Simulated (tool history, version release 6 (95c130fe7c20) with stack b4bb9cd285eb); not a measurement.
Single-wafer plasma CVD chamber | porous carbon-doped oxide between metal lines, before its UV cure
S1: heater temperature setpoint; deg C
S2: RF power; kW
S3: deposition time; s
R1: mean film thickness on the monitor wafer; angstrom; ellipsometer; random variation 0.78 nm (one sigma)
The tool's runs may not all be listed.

{"run": 1, "hour": 0.0, "S1": 305, "S2": 0.505, "S3": 44.1, "R1": 2344}
{"run": 2, "hour": 4.9, "S1": 305, "S2": 0.57, "S3": 44.1, "R1": 2528.7}
{"run": 3, "hour": 9.9, "S1": 301, "S2": 0.57, "S3": 44.1, "R1": 2578}
{"run": 4, "hour": 15.7, "S1": 292, "S2": 0.57, "S3": 44.1, "R1": 2748.3}
{"run": 5, "hour": 19.2, "S1": 292, "S2": 0.505, "S3": 44.1, "R1": 2565.3}
{"run": 6, "hour": 26.9, "S1": 290, "S2": 0.51, "S3": 44.1, "R1": 2606.6}

The next listed run, before its measurement:
{"run": 7, "hour": 28.0, "S1": 288, "S2": 0.515, "S3": 44.1, "R1": "?"}

R1: 2669.3 angstrom
